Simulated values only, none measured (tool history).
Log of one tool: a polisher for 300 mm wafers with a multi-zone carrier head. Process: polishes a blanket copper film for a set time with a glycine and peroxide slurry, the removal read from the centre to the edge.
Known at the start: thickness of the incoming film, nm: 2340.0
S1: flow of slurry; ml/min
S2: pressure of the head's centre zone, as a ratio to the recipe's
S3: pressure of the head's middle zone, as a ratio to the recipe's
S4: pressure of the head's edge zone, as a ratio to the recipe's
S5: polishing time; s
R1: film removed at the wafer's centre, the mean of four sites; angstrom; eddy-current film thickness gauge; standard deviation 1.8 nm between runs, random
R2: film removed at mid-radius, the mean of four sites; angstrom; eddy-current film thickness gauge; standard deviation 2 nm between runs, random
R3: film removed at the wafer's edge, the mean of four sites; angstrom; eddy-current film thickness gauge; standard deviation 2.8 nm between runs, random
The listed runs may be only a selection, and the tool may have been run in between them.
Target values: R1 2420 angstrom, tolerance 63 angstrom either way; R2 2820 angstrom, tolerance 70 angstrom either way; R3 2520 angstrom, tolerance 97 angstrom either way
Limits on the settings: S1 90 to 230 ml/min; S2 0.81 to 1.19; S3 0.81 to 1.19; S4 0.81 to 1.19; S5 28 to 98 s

| run | hour | S1 | S2 | S3 | S4 | S5 | R1 | R2 | R3 |
|---|---|---|---|---|---|---|---|---|---|
| 1 | 0 | 150 | 1 | 1 | 1 | 63 | 3901.4 | 3925 | 3914.5 |
| 2 | 0.8 | 145 | 0.97 | 1.01 | 0.95 | 57 | 3360.8 | 3540.6 | 3413.6 |
| 3 | 4.5 | 170 | 0.97 | 1.01 | 0.95 | 57 | 3466.2 | 3687 | 3502.1 |
| 4 | 5.6 | 145 | 0.97 | 1.01 | 0.95 | 57 | 3354.2 | 3518.2 | 3398.1 |
| 5 | 12.4 | 140 | 0.95 | 1.02 | 0.91 | 54 | 3080.7 | 3333.6 | 3211.5 |
| 6 | 18.6 | 140 | 0.95 | 1.02 | 1 | 54 | 3111.9 | 3343.8 | 3269.6 |
| 7 | 23.4 | 140 | 0.94 | 1.03 | 0.96 | 51 | 2889.2 | 3215.8 | 3037.8 |
| 8 | 31.4 | 135 | 0.94 | 1.04 | 0.93 | 49 | 2699.4 | 3095.1 | 2866.3 |
| 9 | 33.9 | 125 | 0.95 | 1.04 | 0.91 | 48 | 2695.1 | 2945.5 | 2758.7 |
| 10 | 39.7 | 115 | 0.94 | 1.05 | 0.89 | 48 | 2589.7 | 2920.7 | 2700.9 |
| 11 | 46 | 95 | 0.93 | 1.06 | 0.81 | 47 | 2297 | 2716.8 | 2464 |

Next run, 4 choices. One meets every target within its allowed miss, the rest don't. Which?
| A | 52.3 | 115 | 1 | 1.09 | 0.88 | 45 | ? | ? | ? |
| B | 52.3 | 125 | 0.89 | 1.12 | 0.81 | 42 | ? | ? | ? |
| C | 52.3 | 115 | 0.99 | 1.13 | 0.89 | 42 | ? | ? | ? |
| D | 52.3 | 100 | 0.92 | 1.05 | 0.81 | 49 | ? | ? | ? |

| move | R1 | R2 | R3 |
|---|---|---|---|
| A | 2524.6 | 2841.9 | 2499 |
| B | 2176.1 | 2778.7 | 2282.6 |
| C | 2335.4 | 2735.8 | 2343.2 |
| D | 2423.2 | 2871.5 | 2548 |
A: moves the result that the last run missed by most past its target, out the other side
B: the biggest miss grows against the last run
C: nearer than the last run, and not there yet
D: every result lands within tolerance
Correct choice: D, which meets every target
